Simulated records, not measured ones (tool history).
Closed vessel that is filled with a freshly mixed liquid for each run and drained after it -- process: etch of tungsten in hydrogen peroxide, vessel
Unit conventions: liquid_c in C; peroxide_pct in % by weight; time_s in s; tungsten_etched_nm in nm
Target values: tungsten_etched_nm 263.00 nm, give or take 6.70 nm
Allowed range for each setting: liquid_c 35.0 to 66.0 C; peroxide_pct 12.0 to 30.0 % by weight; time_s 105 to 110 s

Run 1, hour 0.0: liquid_c 51.0 C, peroxide_pct 23.0 % by weight, time_s 105 s. Result: tungsten_etched_nm 174.70 nm.
Run 2, hour 2.1: liquid_c 51.0 C, peroxide_pct 26.0 % by weight, time_s 105 s. Result: tungsten_etched_nm 187.03 nm.
Run 3, hour 3.6: liquid_c 47.5 C, peroxide_pct 26.0 % by weight, time_s 105 s. Result: tungsten_etched_nm 151.25 nm.
Run 4, hour 8.8: liquid_c 47.5 C, peroxide_pct 30.0 % by weight, time_s 105 s. Result: tungsten_etched_nm 159.78 nm.
Run 5, hour 10.7: liquid_c 49.5 C, peroxide_pct 30.0 % by weight, time_s 105 s. Result: tungsten_etched_nm 180.46 nm.
Run 6, hour 12.4: liquid_c 52.5 C, peroxide_pct 30.0 % by weight, time_s 105 s. Result: tungsten_etched_nm 217.86 nm.
Run 7, hour 15.1: liquid_c 53.0 C, peroxide_pct 30.0 % by weight, time_s 105 s. Result: tungsten_etched_nm 225.89 nm.
Run 8, hour 23.5: liquid_c 53.5 C, peroxide_pct 30.0 % by weight, time_s 105 s. Result: tungsten_etched_nm 231.34 nm.
Run 9, hour 24.4: liquid_c 54.0 C, peroxide_pct 30.0 % by weight, time_s 105 s. Result: tungsten_etched_nm 241.73 nm.
Run 10, hour 31.0: liquid_c 54.5 C, peroxide_pct 30.0 % by weight, time_s 105 s. Result: tungsten_etched_nm 244.61 nm.
Run 11, hour 33.3: liquid_c 55.0 C, peroxide_pct 30.0 % by weight, time_s 105 s. Result: tungsten_etched_nm 252.70 nm.

Next run, 5 choices. One meets every target within its allowed miss, the rest don't. Which?
Run A, hour 35.6: liquid_c 56.5 C, peroxide_pct 30.0 % by weight, time_s 105 s. Result: tungsten_etched_nm ?.
Run B, hour 35.6: liquid_c 55.0 C, peroxide_pct 29.5 % by weight, time_s 105 s. Result: tungsten_etched_nm ?.
Run C, hour 35.6: liquid_c 55.0 C, peroxide_pct 28.0 % by weight, time_s 105 s. Result: tungsten_etched_nm ?.
Run D, hour 35.6: liquid_c 54.5 C, peroxide_pct 27.0 % by weight, time_s 110 s. Result: tungsten_etched_nm ?.
Run E, hour 35.6: liquid_c 55.5 C, peroxide_pct 30.0 % by weight, time_s 105 s. Result: tungsten_etched_nm ?.

move  tungsten_etched_nm
   A              279.00
   B              253.23
   C              246.71
   D              246.38
   E              263.04
A: takes the biggest miss from the last run beyond its target
B: moves toward the targets from the last run without getting all of them in spec
C: lands further from the targets than the last run did
D: lands further from the targets than the last run did
E: every result lands within tolerance
E is the move that brings every result within its allowed miss.

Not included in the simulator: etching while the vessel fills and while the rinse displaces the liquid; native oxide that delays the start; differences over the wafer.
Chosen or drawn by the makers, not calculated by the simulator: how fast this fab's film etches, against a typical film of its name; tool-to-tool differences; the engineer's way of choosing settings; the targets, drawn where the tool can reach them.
